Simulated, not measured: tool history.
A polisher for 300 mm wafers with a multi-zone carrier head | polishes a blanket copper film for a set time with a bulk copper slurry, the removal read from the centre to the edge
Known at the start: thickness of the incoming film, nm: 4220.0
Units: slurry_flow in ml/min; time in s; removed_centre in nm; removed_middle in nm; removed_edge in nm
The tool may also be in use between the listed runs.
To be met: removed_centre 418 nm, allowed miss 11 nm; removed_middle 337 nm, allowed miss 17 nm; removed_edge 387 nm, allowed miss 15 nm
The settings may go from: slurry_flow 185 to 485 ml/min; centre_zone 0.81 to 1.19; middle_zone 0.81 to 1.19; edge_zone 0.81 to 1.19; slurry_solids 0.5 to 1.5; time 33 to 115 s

run 1 day=0 | slurry_flow=310 centre_zone=1 middle_zone=1 edge_zone=1 slurry_solids=1 time=73 | removed_centre=475.51 removed_middle=457.78 removed_edge=470.83
run 2 day=0.271 | slurry_flow=305 centre_zone=1.01 middle_zone=0.95 edge_zone=0.97 slurry_solids=0.85 time=72 | removed_centre=466.64 removed_middle=417.52 removed_edge=440.77
run 3 day=0.571 | slurry_flow=300 centre_zone=1 middle_zone=0.92 edge_zone=0.96 slurry_solids=0.75 time=72 | removed_centre=444.6 removed_middle=405.38 removed_edge=430.03
run 4 day=0.742 | slurry_flow=300 centre_zone=1 middle_zone=0.92 edge_zone=1.01 slurry_solids=0.75 time=72 | removed_centre=453.15 removed_middle=403.74 removed_edge=451.43
run 5 day=0.946 | slurry_flow=295 centre_zone=1.01 middle_zone=0.89 edge_zone=0.99 slurry_solids=0.7 time=71 | removed_centre=443.73 removed_middle=375.49 removed_edge=425.97
run 6 day=1.162 | slurry_flow=295 centre_zone=1.01 middle_zone=0.89 edge_zone=1.07 slurry_solids=0.7 time=71 | removed_centre=439.81 removed_middle=379.47 removed_edge=438.49
run 7 day=1.342 | slurry_flow=290 centre_zone=1.02 middle_zone=0.88 edge_zone=1.04 slurry_solids=0.65 time=70 | removed_centre=437.21 removed_middle=363.88 removed_edge=425.06
run 8 day=1.429 | slurry_flow=285 centre_zone=1.02 middle_zone=0.87 edge_zone=1.01 slurry_solids=0.6 time=70 | removed_centre=425.24 removed_middle=355.01 removed_edge=417.63
run 9 day=1.696 | slurry_flow=285 centre_zone=1.03 middle_zone=0.87 edge_zone=0.98 slurry_solids=0.6 time=70 | removed_centre=433.24 removed_middle=356.85 removed_edge=408.16
run 10 day=2 | slurry_flow=280 centre_zone=1.03 middle_zone=0.86 edge_zone=0.97 slurry_solids=0.6 time=70 | removed_centre=431.97 removed_middle=350.43 removed_edge=409.23
run 11 day=2.354 | slurry_flow=280 centre_zone=1.03 middle_zone=0.86 edge_zone=0.95 slurry_solids=0.6 time=70 | removed_centre=434.52 removed_middle=362.75 removed_edge=403.94

Which of these 4 next moves meets every target?
run A day=2.708 | slurry_flow=225 centre_zone=1.15 middle_zone=0.83 edge_zone=0.91 slurry_solids=0.5 time=70 | removed_centre=? removed_middle=? removed_edge=?
run B day=2.708 | slurry_flow=285 centre_zone=1.19 middle_zone=0.81 edge_zone=1.08 slurry_solids=0.5 time=65 | removed_centre=? removed_middle=? removed_edge=?
run C day=2.708 | slurry_flow=285 centre_zone=1.05 middle_zone=0.86 edge_zone=0.98 slurry_solids=0.75 time=64 | removed_centre=? removed_middle=? removed_edge=?
run D day=2.708 | slurry_flow=260 centre_zone=0.98 middle_zone=0.86 edge_zone=0.96 slurry_solids=0.65 time=70 | removed_centre=? removed_middle=? removed_edge=?

move=A removed_centre=460.35 removed_middle=330.66 removed_edge=389.99
move=B removed_centre=452.22 removed_middle=306.92 removed_edge=392.76
move=C removed_centre=415.09 removed_middle=335.78 removed_edge=393.23
move=D removed_centre=411.46 removed_middle=357.22 removed_edge=415.65
A: brings the result that was furthest off to its target, and leaves another outside
B: takes the result that was furthest off past its target
C: meets every target
D: further off than the last run
The right move is C.
